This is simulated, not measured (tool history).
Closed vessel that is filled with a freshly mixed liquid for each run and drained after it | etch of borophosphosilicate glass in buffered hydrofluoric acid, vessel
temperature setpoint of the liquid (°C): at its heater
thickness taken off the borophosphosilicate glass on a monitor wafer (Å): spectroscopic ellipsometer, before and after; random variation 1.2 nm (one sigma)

run  hour  temperature setpoint of the liquid (°C)  parts of 40 % ammonium fluoride to one part of 49 % hydrofluoric acid (parts by volume)  time in the liquid (s)  thickness taken off the borophosphosilicate glass on a monitor wafer (Å)
  1   0.0                                     24.0                                                                                     15.5                      90                                                                    1039.2
  2   0.8                                     25.0                                                                                     14.5                      90                                                                    1170.5
  3   4.4                                     25.0                                                                                     17.0                      90                                                                    1002.3
  4   5.3                                     26.0                                                                                     15.5                      90                                                                    1168.5
  5  11.7                                     26.0                                                                                     15.5                     100                                                                    1291.7
  6  15.0                                     27.0                                                                                     14.5                     100                                                                    1458.0
  7  16.8                                     27.5                                                                                     13.5                     100                                                                    1599.0

The next listed run, before its measurement:
  8  22.7                                     31.5                                                                                      9.0                     100                                                                         ?

thickness taken off the borophosphosilicate glass on a monitor wafer (Å): 2823.5

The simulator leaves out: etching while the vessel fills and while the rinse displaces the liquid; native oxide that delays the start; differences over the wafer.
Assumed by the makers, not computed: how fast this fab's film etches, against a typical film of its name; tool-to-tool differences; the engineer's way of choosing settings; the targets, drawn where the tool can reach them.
